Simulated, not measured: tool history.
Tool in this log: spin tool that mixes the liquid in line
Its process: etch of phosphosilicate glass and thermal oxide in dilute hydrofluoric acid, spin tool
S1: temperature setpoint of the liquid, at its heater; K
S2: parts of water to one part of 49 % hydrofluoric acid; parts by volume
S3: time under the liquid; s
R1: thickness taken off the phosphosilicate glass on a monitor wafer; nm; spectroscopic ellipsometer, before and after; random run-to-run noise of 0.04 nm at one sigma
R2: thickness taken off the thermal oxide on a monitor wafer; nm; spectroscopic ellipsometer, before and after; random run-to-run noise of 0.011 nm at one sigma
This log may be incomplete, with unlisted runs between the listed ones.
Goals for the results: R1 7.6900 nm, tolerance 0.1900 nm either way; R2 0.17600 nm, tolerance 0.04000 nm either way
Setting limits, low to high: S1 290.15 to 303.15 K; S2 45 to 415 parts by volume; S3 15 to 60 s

run  hour      S1   S2  S3       R1       R2
  1   0.0  295.15  230  30  21.9060  0.50605
  2   8.6  295.15  290  30  16.3500  0.40497
  3  12.8  295.15  290  40  21.7980  0.50307
  4  14.2  293.65  330  40  17.4930  0.38626
  5  16.2  297.15  330  40  19.8460  0.47229
  6  24.5  297.15  330  50  24.8790  0.64053
  7  33.0  295.65  355  40  17.1980  0.39317
  8  39.6  295.15  415  25   8.5431  0.18742
  9  40.2  294.65  415  25   8.4638  0.20553
 10  47.1  293.15  415  25   7.9170  0.17110

Below are 5 possible settings for the next run. Only one of them brings all results inside the allowed miss of their targets. Which is it?
  A  54.0  292.65  405  25   ?   ?
  B  54.0  290.15  380  25   ?   ?
  C  54.0  292.15  415  25   ?   ?
  D  54.0  293.65  415  25   ?   ?
  E  54.0  293.65  410  25   ?   ?

move      R1       R2
   A  8.1008  0.19988
   B  8.0574  0.19881
   C  7.7065  0.19015
   D  8.1164  0.20027
   E  8.2494  0.20355
A: moves away from the targets compared with the last run
B: moves away from the targets compared with the last run
C: every result lands within tolerance
D: moves away from the targets compared with the last run
E: moves away from the targets compared with the last run
Move C is the one to make.

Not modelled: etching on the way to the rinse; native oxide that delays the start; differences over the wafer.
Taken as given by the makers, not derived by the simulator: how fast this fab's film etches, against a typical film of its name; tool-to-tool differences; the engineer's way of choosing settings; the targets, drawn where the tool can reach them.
